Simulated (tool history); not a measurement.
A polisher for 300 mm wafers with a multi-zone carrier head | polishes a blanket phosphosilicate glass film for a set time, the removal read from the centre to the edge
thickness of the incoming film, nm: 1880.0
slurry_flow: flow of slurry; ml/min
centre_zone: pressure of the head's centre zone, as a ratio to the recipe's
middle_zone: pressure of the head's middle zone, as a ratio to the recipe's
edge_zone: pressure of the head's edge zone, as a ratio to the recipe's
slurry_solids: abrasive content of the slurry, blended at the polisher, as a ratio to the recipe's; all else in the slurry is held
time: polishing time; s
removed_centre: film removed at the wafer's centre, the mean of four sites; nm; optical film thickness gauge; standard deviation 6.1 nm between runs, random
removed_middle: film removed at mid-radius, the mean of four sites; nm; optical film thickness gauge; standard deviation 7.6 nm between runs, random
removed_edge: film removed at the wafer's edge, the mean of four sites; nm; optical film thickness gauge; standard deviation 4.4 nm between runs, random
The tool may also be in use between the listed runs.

run  hour  slurry_flow  centre_zone  middle_zone  edge_zone  slurry_solids  time  removed_centre  removed_middle  removed_edge
  1     0          190            1            1          1              1    63          568.84          549.17        563.24
  2   4.2          190            1            1          1              1    73          651.93          644.58        662.89
  3   9.1          190         1.01         0.99       0.99              1    73          655.08          628.32        654.31
  4  18.1          190         1.02         0.99       0.99              1    73           667.5          627.55        660.59
  5  22.8          190         1.02         0.99       1.06              1    73           652.6          646.75        677.92
  6  30.5          190         1.02         0.99       1.06            0.8    73           596.1          561.73        617.07
  7    39          195         1.03         0.99       1.06            0.8    73          619.22          579.74        617.55
  8  40.9          200         1.03         0.99       1.06            0.8    73          623.05          586.99         623.3
  9  41.5          205         1.03         0.99       1.06            0.8    73           617.8          582.91        628.55
 10  42.3          210         1.04         0.99       1.06            0.8    73           628.3          590.49        626.15
 11  51.1          215         1.05         0.99       1.06            0.8    73          630.41          577.18        617.35
 12  55.4          215         1.06         0.99       1.06            0.8    73          628.72             595        630.25

Run 13, settings as shown, results not yet in. Your forecast:
 13  57.4          215         1.07         0.98       1.05            0.8    73               ?               ?             ?

Run 13 produced removed_centre 653.05 nm, removed_middle 575.14 nm, removed_edge 624.3 nm.

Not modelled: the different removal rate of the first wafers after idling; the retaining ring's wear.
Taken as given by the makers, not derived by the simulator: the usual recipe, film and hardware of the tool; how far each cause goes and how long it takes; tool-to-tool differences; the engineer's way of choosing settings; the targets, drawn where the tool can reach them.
